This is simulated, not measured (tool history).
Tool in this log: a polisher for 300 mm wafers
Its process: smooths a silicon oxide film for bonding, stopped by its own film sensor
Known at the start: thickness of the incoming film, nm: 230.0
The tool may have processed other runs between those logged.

run  hour  flow of slurry (ml/min)  pressure of the wafer on the pad (psi)  speed of the pad under the wafer (m/s)  abrasive content of the slurry  target thickness at which the film sensor stops the polish (Å)  time until the film sensor stopped the polish (s)
  1     0                      215                                     1.6                                    1.06                               1                                                            1570                                             141.76
  2   2.4                      215                                     1.4                                    1.02                               1                                                            1570                                             157.35
  3   8.9                      215                                     1.4                                    1.28                               1                                                            1570                                             133.85
  4  10.4                      215                                     1.4                                    1.28                             1.1                                                            1570                                             128.21
  5  12.2                      215                                     1.7                                    1.28                             1.1                                                            1570                                             112.31
  6  13.3                      215                                     1.5                                    1.16                             1.1                                                            1570                                             130.36
  7  15.1                      215                                     1.4                                    1.04                             1.1                                                            1570                                             147.47

For run 8, what comes out?
  8  22.8                      215                                     1.3                                    0.94                             1.1                                                            1570                                                  ?

Run 8 produced time until the film sensor stopped the polish (s) 169.83.
